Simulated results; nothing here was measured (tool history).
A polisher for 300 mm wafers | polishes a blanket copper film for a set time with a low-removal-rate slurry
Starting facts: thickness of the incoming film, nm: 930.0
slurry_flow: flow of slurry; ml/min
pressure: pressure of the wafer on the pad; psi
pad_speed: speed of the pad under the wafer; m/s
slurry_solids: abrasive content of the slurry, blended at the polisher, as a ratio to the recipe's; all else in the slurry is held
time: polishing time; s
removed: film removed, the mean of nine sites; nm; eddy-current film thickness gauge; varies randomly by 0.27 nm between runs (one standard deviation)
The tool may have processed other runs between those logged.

| run | hour | slurry_flow | pressure | pad_speed | slurry_solids | time | removed |
|---|---|---|---|---|---|---|---|
| 1 | 0 | 135 | 3.3 | 0.98 | 1 | 23 | 67.226 |
| 2 | 9 | 135 | 4.1 | 0.98 | 1 | 23 | 82.691 |
| 3 | 12.3 | 135 | 4.1 | 0.98 | 1 | 21 | 74.871 |
| 4 | 13 | 130 | 3.7 | 0.98 | 1 | 21 | 67.815 |
| 5 | 18.3 | 125 | 3.4 | 0.98 | 1 | 21 | 62.367 |
| 6 | 20 | 125 | 2.9 | 0.98 | 1 | 21 | 54.916 |
| 7 | 22.1 | 120 | 2.7 | 0.98 | 1 | 21 | 50.503 |
| 8 | 28.3 | 115 | 2.6 | 0.98 | 1 | 21 | 48.661 |
| 9 | 32.8 | 110 | 2.5 | 0.98 | 1 | 21 | 46.258 |
| 10 | 37 | 105 | 2.4 | 0.98 | 1 | 21 | 44.271 |
| 11 | 39.6 | 100 | 2.4 | 0.98 | 1 | 21 | 44.788 |

Run 12 has not been measured yet. What should we expect?
| 12 | 44.8 | 100 | 2.3 | 0.98 | 1 | 21 | ? |

{"run 12": {"removed": 43.093}}

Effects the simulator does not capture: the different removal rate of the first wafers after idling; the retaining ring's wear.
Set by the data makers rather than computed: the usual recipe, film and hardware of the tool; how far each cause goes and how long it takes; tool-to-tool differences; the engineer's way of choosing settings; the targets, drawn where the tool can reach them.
